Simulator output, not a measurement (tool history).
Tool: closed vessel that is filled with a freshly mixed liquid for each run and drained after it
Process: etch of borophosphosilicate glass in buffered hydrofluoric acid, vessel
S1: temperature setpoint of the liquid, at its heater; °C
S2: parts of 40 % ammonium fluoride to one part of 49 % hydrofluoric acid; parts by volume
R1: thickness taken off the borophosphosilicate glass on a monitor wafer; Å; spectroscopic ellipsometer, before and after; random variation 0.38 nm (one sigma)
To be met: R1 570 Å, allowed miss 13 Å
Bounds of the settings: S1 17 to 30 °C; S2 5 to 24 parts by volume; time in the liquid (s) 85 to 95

run 1 hour=0 | S1=22 S2=14.5 time_in_the_liquid_(s)=85 | R1=814.55
run 2 hour=8.7 | S1=22 S2=14.5 time_in_the_liquid_(s)=95 | R1=905.38
run 3 hour=15.6 | S1=22 S2=18.5 time_in_the_liquid_(s)=95 | R1=719.78
run 4 hour=20.7 | S1=21.5 S2=18.5 time_in_the_liquid_(s)=95 | R1=696.07
run 5 hour=23.2 | S1=21.5 S2=18.5 time_in_the_liquid_(s)=95 | R1=691.11
run 6 hour=24.4 | S1=21.5 S2=18.5 time_in_the_liquid_(s)=95 | R1=693.54
run 7 hour=33.7 | S1=21 S2=18.5 time_in_the_liquid_(s)=95 | R1=678.79
run 8 hour=42.2 | S1=17 S2=18.5 time_in_the_liquid_(s)=95 | R1=531.41
run 9 hour=49 | S1=17.5 S2=18.5 time_in_the_liquid_(s)=95 | R1=553.5

Which of these 4 next moves meets every target?
run A hour=55.8 | S1=19 S2=17.5 time_in_the_liquid_(s)=90 | R1=?
run B hour=55.8 | S1=18 S2=17.5 time_in_the_liquid_(s)=90 | R1=?
run C hour=55.8 | S1=22 S2=20.5 time_in_the_liquid_(s)=90 | R1=?
run D hour=55.8 | S1=19 S2=18.5 time_in_the_liquid_(s)=95 | R1=?

move=A R1=602.73
move=B R1=569.91
move=C R1=612.82
move=D R1=602.12
A: takes the result that was furthest off past its target
B: meets every target
C: takes the result that was furthest off past its target
D: takes the result that was furthest off past its target
Move B is the one to make.
